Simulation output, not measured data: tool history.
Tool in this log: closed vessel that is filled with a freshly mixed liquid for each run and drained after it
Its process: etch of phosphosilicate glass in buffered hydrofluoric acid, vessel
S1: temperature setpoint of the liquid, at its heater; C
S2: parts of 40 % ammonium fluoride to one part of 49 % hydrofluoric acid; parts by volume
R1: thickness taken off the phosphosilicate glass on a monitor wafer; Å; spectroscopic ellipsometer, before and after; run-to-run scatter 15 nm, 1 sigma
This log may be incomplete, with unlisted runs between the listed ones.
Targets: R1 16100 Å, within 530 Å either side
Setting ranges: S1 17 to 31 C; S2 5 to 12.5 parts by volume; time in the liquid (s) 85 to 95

{"run": 1, "day": 0.0, "S1": 23, "S2": 7.5, "time in the liquid (s)": 85, "R1": 10842}
{"run": 2, "day": 0.308, "S1": 23, "S2": 7.5, "time in the liquid (s)": 95, "R1": 11931}
{"run": 3, "day": 0.408, "S1": 23.5, "S2": 7.5, "time in the liquid (s)": 95, "R1": 12299}
{"run": 4, "day": 0.542, "S1": 21.5, "S2": 7.5, "time in the liquid (s)": 95, "R1": 11050}
{"run": 5, "day": 0.9, "S1": 21.5, "S2": 5.5, "time in the liquid (s)": 95, "R1": 14702}
{"run": 6, "day": 1.246, "S1": 21.5, "S2": 7.5, "time in the liquid (s)": 95, "R1": 10943}
{"run": 7, "day": 1.317, "S1": 25.5, "S2": 7.5, "time in the liquid (s)": 95, "R1": 13463}
{"run": 8, "day": 1.671, "S1": 26, "S2": 7.5, "time in the liquid (s)": 95, "R1": 14040}
{"run": 9, "day": 2.033, "S1": 26.5, "S2": 7.5, "time in the liquid (s)": 95, "R1": 14186}
{"run": 10, "day": 2.408, "S1": 27, "S2": 7.5, "time in the liquid (s)": 95, "R1": 14906}
{"run": 11, "day": 2.583, "S1": 27, "S2": 7.5, "time in the liquid (s)": 95, "R1": 14761}

Which one of the following 4 next-run settings gets every result inside its allowed miss? There is exactly one.
{"run": "A", "day": 2.758, "S1": 27, "S2": 7, "time in the liquid (s)": 90, "R1": "?"}
{"run": "B", "day": 2.758, "S1": 28, "S2": 7, "time in the liquid (s)": 85, "R1": "?"}
{"run": "C", "day": 2.758, "S1": 26, "S2": 6.5, "time in the liquid (s)": 95, "R1": "?"}
{"run": "D", "day": 2.758, "S1": 27.5, "S2": 7.5, "time in the liquid (s)": 95, "R1": "?"}

move=A R1=14814
move=B R1=14756
move=C R1=15804
move=D R1=15091
A: about the same distance from the targets as the last run
B: about the same distance from the targets as the last run
C: in spec on every target
D: moves toward the targets from the last run without getting all of them in spec
Correct choice: C, which meets every target

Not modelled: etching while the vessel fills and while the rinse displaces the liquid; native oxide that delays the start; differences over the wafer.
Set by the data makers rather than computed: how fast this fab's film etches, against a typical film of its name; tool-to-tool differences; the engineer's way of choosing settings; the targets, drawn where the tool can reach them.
